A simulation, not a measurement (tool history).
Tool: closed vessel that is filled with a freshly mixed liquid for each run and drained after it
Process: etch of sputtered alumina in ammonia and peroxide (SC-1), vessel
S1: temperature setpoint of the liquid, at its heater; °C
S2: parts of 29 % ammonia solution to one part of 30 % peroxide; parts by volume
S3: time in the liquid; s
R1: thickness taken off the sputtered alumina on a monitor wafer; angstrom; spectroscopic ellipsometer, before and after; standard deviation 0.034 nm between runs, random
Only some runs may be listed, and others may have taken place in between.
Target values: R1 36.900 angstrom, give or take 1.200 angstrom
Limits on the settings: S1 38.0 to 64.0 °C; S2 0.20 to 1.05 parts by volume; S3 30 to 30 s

| run | hour | S1 | S2 | S3 | R1 |
|---|---|---|---|---|---|
| 1 | 0.0 | 48.0 | 0.55 | 30 | 27.046 |
| 2 | 1.5 | 41.5 | 0.55 | 30 | 18.363 |
| 3 | 9.0 | 45.0 | 0.55 | 30 | 22.478 |
| 4 | 13.1 | 47.5 | 0.55 | 30 | 26.570 |
| 5 | 17.9 | 49.0 | 0.55 | 30 | 28.354 |
| 6 | 24.7 | 50.5 | 0.55 | 30 | 30.129 |
| 7 | 30.4 | 51.5 | 0.55 | 30 | 32.640 |
| 8 | 34.4 | 52.0 | 0.55 | 30 | 33.171 |
| 9 | 41.0 | 52.5 | 0.55 | 30 | 34.533 |
| 10 | 46.7 | 53.0 | 0.55 | 30 | 35.049 |

Exercise: of the 4 proposed moves below, exactly one satisfies all targets within the stated allowed misses. Which move is it?
| A | 52.4 | 52.5 | 0.60 | 30 | ? |
| B | 52.4 | 52.0 | 0.65 | 30 | ? |
| C | 52.4 | 53.5 | 0.65 | 30 | ? |
| D | 52.4 | 51.5 | 0.70 | 30 | ? |

| move | R1 |
|---|---|
| A | 34.380 |
| B | 33.717 |
| C | 36.560 |
| D | 33.045 |
A: the biggest miss grows against the last run
B: the biggest miss grows against the last run
C: hits every target within its allowed miss
D: the biggest miss grows against the last run
C is the move that brings every result within its allowed miss.
